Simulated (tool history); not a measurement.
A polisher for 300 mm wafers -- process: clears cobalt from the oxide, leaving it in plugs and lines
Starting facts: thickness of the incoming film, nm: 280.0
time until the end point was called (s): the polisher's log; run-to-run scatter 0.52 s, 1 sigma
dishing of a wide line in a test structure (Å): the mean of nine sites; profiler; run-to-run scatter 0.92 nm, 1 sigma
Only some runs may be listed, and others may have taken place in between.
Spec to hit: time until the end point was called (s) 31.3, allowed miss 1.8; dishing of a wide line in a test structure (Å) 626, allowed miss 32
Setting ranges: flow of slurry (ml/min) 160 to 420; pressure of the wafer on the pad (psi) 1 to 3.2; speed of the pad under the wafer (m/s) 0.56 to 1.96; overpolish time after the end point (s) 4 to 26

| run | hour | flow of slurry (ml/min) | pressure of the wafer on the pad (psi) | speed of the pad under the wafer (m/s) | overpolish time after the end point (s) | time until the end point was called (s) | dishing of a wide line in a test structure (Å) |
|---|---|---|---|---|---|---|---|
| 1 | 0 | 270 | 2.1 | 1.26 | 13 | 48.034 | 486.72 |
| 2 | 6.5 | 270 | 2.3 | 1.26 | 13 | 43.918 | 505.43 |
| 3 | 7 | 270 | 2.4 | 1.26 | 13 | 42.849 | 511.02 |
| 4 | 15.1 | 270 | 2.4 | 1.26 | 18 | 43.616 | 602.71 |
| 5 | 18.7 | 270 | 2.4 | 1.4 | 18 | 38.001 | 614.96 |
| 6 | 20 | 270 | 2.4 | 1.4 | 23 | 39.304 | 652.88 |
| 7 | 22.3 | 270 | 2.4 | 1.42 | 21 | 38.919 | 674.8 |
| 8 | 25.9 | 270 | 2.4 | 1.42 | 21 | 39.159 | 641.23 |
| 9 | 33.5 | 270 | 2.4 | 1.42 | 21 | 38.849 | 642.64 |

Exactly one of the 4 candidate moves below puts every result within its allowed miss. Which one?
| A | 41.1 | 280 | 2.5 | 1.5 | 16 | ? | ? |
| B | 41.1 | 305 | 2.6 | 1.58 | 15 | ? | ? |
| C | 41.1 | 280 | 2.5 | 1.28 | 22 | ? | ? |
| D | 41.1 | 280 | 2.7 | 1.8 | 13 | ? | ? |

| move | time until the end point was called (s) | dishing of a wide line in a test structure (Å) |
|---|---|---|
| A | 35.596 | 620.58 |
| B | 32.402 | 626.66 |
| C | 41.534 | 654.57 |
| D | 27.634 | 629.57 |
A: closes in on the targets versus the last run, not all within tolerance yet
B: every result lands within tolerance
C: lands further from the targets than the last run did
D: pushes the last run's worst result past its target
Go with B: it meets all targets.
